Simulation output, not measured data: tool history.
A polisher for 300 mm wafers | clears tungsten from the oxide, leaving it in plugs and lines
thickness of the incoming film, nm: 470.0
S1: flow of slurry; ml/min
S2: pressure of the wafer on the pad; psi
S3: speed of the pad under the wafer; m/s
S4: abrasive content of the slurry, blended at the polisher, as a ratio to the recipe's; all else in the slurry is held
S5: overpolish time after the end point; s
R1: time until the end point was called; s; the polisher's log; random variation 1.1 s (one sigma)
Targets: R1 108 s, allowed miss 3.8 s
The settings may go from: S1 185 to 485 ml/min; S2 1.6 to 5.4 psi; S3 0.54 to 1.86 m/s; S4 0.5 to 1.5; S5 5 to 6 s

| run | hour | S1 | S2 | S3 | S4 | S5 | R1 |
|---|---|---|---|---|---|---|---|
| 1 | 0 | 310 | 3.5 | 1.18 | 1 | 6 | 78.352 |
| 2 | 6.3 | 310 | 3.4 | 1.18 | 1 | 6 | 81.229 |
| 3 | 8.4 | 310 | 3.4 | 1.18 | 1 | 5 | 80.85 |
| 4 | 14.8 | 310 | 3.3 | 1.18 | 1 | 5 | 82.683 |
| 5 | 22.2 | 310 | 3.2 | 1.18 | 1 | 5 | 84.965 |
| 6 | 29 | 310 | 3.2 | 1.18 | 1.15 | 5 | 82.731 |
| 7 | 36.4 | 310 | 3.1 | 1.18 | 1.15 | 5 | 84.349 |
| 8 | 38.9 | 310 | 3 | 1.18 | 1.15 | 5 | 87.984 |
| 9 | 41.6 | 310 | 2.9 | 1.18 | 1.15 | 5 | 90.621 |
| 10 | 44.1 | 310 | 2.2 | 1.16 | 1.15 | 5 | 118.08 |

4 next moves are on the table. One of them brings every result within its allowed miss. Which?
| A | 46.6 | 185 | 1.9 | 1.14 | 1.45 | 5 | ? |
| B | 46.6 | 330 | 2 | 1.56 | 1.15 | 5 | ? |
| C | 46.6 | 300 | 2.6 | 1.1 | 1.15 | 6 | ? |
| D | 46.6 | 320 | 3.5 | 0.92 | 1 | 5 | ? |

| move | R1 |
|---|---|
| A | 139.9 |
| B | 97.75 |
| C | 107.72 |
| D | 98.56 |
A: further off than the last run
B: takes the result that was furthest off past its target
C: meets every target
D: takes the result that was furthest off past its target
Move C is the one to make.

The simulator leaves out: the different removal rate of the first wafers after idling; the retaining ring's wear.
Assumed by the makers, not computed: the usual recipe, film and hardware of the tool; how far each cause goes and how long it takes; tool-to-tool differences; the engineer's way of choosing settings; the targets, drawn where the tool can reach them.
